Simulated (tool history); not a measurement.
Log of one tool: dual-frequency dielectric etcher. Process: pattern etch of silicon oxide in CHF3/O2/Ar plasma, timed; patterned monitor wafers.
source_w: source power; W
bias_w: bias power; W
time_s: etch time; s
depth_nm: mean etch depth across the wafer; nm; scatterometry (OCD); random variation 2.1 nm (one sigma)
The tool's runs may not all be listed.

run	hour	source_w	bias_w	time_s	depth_nm
1	0	710	132	581	1160.8
2	8.7	610	132	581	1100.7
3	15.6	610	154	581	1160.6
4	22.6	730	154	581	1244.4
5	28.6	670	148	581	1186.4
6	30.5	620	143	581	1134.9
7	31.9	580	140	581	1100

Run 8 comes next. What will it give?
8	35.6	550	138	581	?

depth_nm: 1069.2 nm
